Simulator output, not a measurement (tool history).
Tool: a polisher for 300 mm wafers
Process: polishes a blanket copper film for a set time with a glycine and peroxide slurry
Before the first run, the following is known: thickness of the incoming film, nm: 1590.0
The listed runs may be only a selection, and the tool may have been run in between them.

run,hour,flow of slurry (ml/min),pressure of the wafer on the pad (kPa),speed of the pad under the wafer (cm/s),polishing time (s),film removed (nm)
1,0.0,125,18.6,112,86,481.78
2,9.0,125,22.1,112,86,534.68
3,16.6,120,18.6,106,86,454.92
4,18.3,150,18.6,106,86,478.42
5,21.4,140,15.9,102,86,407.35
6,25.9,140,15.9,116,86,458.74
7,28.0,130,13.8,110,86,392.02
8,33.3,120,12.4,108,86,354.06
9,41.2,110,11.7,108,86,338.05
10,42.7,105,11.0,108,86,318.27
11,50.6,100,10.3,108,86,296.95
12,56.0,100,10.3,108,86,305.30

Run 13 is up next; what results do you expect?
13,59.1,95,10.3,108,86,?

{"run 13": {"film removed (nm)": 295.88}}
